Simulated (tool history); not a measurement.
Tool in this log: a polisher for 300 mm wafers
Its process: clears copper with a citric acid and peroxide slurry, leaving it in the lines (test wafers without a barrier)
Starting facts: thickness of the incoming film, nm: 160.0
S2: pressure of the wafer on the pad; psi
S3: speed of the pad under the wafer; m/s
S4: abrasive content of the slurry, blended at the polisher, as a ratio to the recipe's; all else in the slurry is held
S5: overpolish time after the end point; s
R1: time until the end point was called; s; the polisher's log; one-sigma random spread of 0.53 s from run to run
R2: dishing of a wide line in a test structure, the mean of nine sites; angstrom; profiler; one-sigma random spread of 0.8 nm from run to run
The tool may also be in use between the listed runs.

run 1 day=0 | flow_of_slurry_(ml/min)=290 S2=2.8 S3=0.86 S4=1 S5=13 | R1=92.432 R2=165.69
run 2 day=0.112 | flow_of_slurry_(ml/min)=235 S2=2.8 S3=0.86 S4=1 S5=13 | R1=94.76 R2=163.04
run 3 day=0.392 | flow_of_slurry_(ml/min)=235 S2=2.3 S3=0.86 S4=1 S5=13 | R1=116.24 R2=136.71
run 4 day=0.471 | flow_of_slurry_(ml/min)=175 S2=2.3 S3=0.86 S4=1 S5=13 | R1=120.89 R2=133.77
run 5 day=0.796 | flow_of_slurry_(ml/min)=175 S2=2.6 S3=0.86 S4=1 S5=13 | R1=104.43 R2=148.4
run 6 day=1.075 | flow_of_slurry_(ml/min)=175 S2=3 S3=0.86 S4=1 S5=14 | R1=93.499 R2=184.17

Run 7, settings as shown, results not yet in. Your forecast:
run 7 day=1.212 | flow_of_slurry_(ml/min)=195 S2=3.3 S3=0.86 S4=1 S5=14 | R1=? R2=?

Run 7 came out at R1 83.692 s, R2 197.25 angstrom.
